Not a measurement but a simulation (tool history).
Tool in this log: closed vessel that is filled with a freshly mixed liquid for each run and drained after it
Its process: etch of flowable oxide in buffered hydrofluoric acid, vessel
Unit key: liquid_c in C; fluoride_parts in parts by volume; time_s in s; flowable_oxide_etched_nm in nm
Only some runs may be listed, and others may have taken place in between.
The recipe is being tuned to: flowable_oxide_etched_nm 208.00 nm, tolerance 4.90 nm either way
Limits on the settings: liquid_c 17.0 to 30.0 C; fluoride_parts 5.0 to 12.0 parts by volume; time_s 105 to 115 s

| run | hour | liquid_c | fluoride_parts | time_s | flowable_oxide_etched_nm |
|---|---|---|---|---|---|
| 1 | 0.0 | 22.0 | 7.0 | 105 | 329.37 |
| 2 | 1.2 | 20.5 | 7.5 | 105 | 282.12 |
| 3 | 6.2 | 20.5 | 7.5 | 105 | 280.68 |
| 4 | 7.5 | 20.5 | 7.5 | 115 | 308.75 |
| 5 | 15.6 | 19.5 | 8.0 | 115 | 268.81 |
| 6 | 22.7 | 21.0 | 8.0 | 115 | 293.33 |
| 7 | 30.9 | 21.0 | 8.0 | 115 | 292.38 |
| 8 | 34.8 | 19.5 | 8.5 | 115 | 254.88 |
| 9 | 37.2 | 18.5 | 8.5 | 115 | 239.42 |
|  | 41.7 | thermometer replaced |
| 10 | 41.7 | 18.0 | 8.5 | 115 | 264.70 |
| 11 | 50.0 | 18.0 | 9.0 | 115 | 248.89 |

Below are 4 possible settings for the next run. Only one of them brings all results inside the allowed miss of their targets. Which is it?
| A | 58.3 | 17.5 | 10.0 | 105 | ? |
| B | 58.3 | 18.5 | 8.0 | 115 | ? |
| C | 58.3 | 18.0 | 7.0 | 115 | ? |
| D | 58.3 | 18.5 | 7.0 | 115 | ? |

| move | flowable_oxide_etched_nm |
|---|---|
| A | 208.32 |
| B | 293.25 |
| C | 329.35 |
| D | 338.80 |
A: all results land within tolerance of their targets
B: lands further from the targets than the last run did
C: lands further from the targets than the last run did
D: lands further from the targets than the last run did
Go with A: it meets all targets.
